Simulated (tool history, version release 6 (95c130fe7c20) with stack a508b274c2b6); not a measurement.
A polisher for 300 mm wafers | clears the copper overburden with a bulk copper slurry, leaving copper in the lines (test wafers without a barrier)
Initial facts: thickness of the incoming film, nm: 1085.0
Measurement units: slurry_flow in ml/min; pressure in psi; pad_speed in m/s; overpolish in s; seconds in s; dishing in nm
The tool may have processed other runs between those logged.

run  hour  slurry_flow  pressure  pad_speed  slurry_solids  overpolish  seconds  dishing
  1     0          240         2       1.18              1          20    130.6   50.646
  2   2.3          240       1.8       1.18              1          20   144.23   48.173
  3  10.4          240       1.8       1.18              1          16   143.74   43.699
  4  18.7          240       1.8       1.06              1          16   159.34   42.122
  5  27.4          240       1.7       1.06              1          16   168.52   39.961
  6  35.7          240       1.6       1.06              1          16   181.53   39.389
  7  40.4          240       1.6       1.06              1          16   178.67   38.469
  8  45.4          240       1.5       1.06              1          16   189.47   37.175
  9  54.1          240       1.5       1.06              1          16   191.45   37.143

Run 10 has not been measured yet. What should we expect?
 10  55.2          240       1.4       1.06              1          16        ?        ?

Run 10 measured seconds 202.29 s, dishing 35.952 nm.
